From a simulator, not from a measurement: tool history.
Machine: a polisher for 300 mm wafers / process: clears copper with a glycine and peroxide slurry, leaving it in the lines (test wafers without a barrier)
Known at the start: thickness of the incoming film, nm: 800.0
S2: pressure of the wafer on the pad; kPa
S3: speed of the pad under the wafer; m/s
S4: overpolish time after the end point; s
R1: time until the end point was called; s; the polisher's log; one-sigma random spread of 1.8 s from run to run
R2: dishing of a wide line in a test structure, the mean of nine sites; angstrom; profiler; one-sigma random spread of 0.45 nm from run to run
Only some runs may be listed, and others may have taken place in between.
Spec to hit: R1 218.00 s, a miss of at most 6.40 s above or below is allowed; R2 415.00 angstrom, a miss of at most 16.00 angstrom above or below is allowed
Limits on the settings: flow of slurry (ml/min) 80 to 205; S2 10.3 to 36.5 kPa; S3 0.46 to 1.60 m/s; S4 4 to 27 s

run 1 hour=0.0 | flow_of_slurry_(ml/min)=135 S2=23.4 S3=1.02 S4=14 | R1=132.37 R2=409.58
run 2 hour=8.8 | flow_of_slurry_(ml/min)=135 S2=23.4 S3=0.82 S4=14 | R1=156.53 R2=373.41
run 3 hour=17.8 | flow_of_slurry_(ml/min)=135 S2=23.4 S3=0.82 S4=11 | R1=157.13 R2=311.65
run 4 hour=26.6 | flow_of_slurry_(ml/min)=135 S2=23.4 S3=1.04 S4=11 | R1=130.86 R2=358.86
run 5 hour=32.0 | flow_of_slurry_(ml/min)=125 S2=20.0 S3=1.04 S4=14 | R1=149.69 R2=383.20
run 6 hour=39.0 | flow_of_slurry_(ml/min)=125 S2=20.0 S3=1.04 S4=8 | R1=147.76 R2=247.26
run 7 hour=47.9 | flow_of_slurry_(ml/min)=120 S2=18.6 S3=1.00 S4=11 | R1=164.27 R2=298.14
run 8 hour=48.4 | flow_of_slurry_(ml/min)=115 S2=17.2 S3=1.00 S4=13 | R1=176.07 R2=320.71
run 9 hour=56.8 | flow_of_slurry_(ml/min)=110 S2=16.5 S3=1.00 S4=15 | R1=182.17 R2=346.62
run 10 hour=57.8 | flow_of_slurry_(ml/min)=105 S2=15.9 S3=1.00 S4=16 | R1=192.63 R2=348.45
run 11 hour=59.6 | flow_of_slurry_(ml/min)=100 S2=15.2 S3=1.00 S4=17 | R1=198.76 R2=343.29
run 12 hour=66.9 | flow_of_slurry_(ml/min)=100 S2=14.5 S3=1.00 S4=18 | R1=201.41 R2=357.94
run 13 hour=71.4 | flow_of_slurry_(ml/min)=95 S2=14.5 S3=1.00 S4=19 | R1=205.69 R2=369.88
run 14 hour=76.5 | flow_of_slurry_(ml/min)=95 S2=14.5 S3=1.00 S4=20 | R1=209.06 R2=374.99
run 15 hour=78.2 | flow_of_slurry_(ml/min)=95 S2=14.5 S3=1.00 S4=21 | R1=207.53 R2=403.44
run 16 hour=86.4 | flow_of_slurry_(ml/min)=90 S2=14.5 S3=1.00 S4=21 | R1=211.84 R2=394.74
run 17 hour=94.6 | flow_of_slurry_(ml/min)=80 S2=13.8 S3=1.00 S4=23 | R1=224.42 R2=396.15
run 18 hour=95.8 | flow_of_slurry_(ml/min)=85 S2=13.8 S3=1.00 S4=23 | R1=225.27 R2=396.55

Next run, 5 choices. One meets every target within its allowed miss, the rest don't. Which?
run A hour=97.0 | flow_of_slurry_(ml/min)=130 S2=10.3 S3=1.04 S4=24 | R1=? R2=?
run B hour=97.0 | flow_of_slurry_(ml/min)=80 S2=14.5 S3=0.94 S4=24 | R1=? R2=?
run C hour=97.0 | flow_of_slurry_(ml/min)=100 S2=15.9 S3=0.84 S4=19 | R1=? R2=?
run D hour=97.0 | flow_of_slurry_(ml/min)=85 S2=11.0 S3=1.14 S4=24 | R1=? R2=?
run E hour=97.0 | flow_of_slurry_(ml/min)=100 S2=12.4 S3=1.06 S4=24 | R1=? R2=?

move=A R1=231.99 R2=385.87
move=B R1=227.44 R2=399.16
move=C R1=216.06 R2=355.55
move=D R1=233.20 R2=383.86
move=E R1=216.52 R2=406.37
A: further off than the last run
B: corrects the largest miss of the last run, while another result sits out of spec
C: further off than the last run
D: further off than the last run
E: every result lands within tolerance
Answer: E
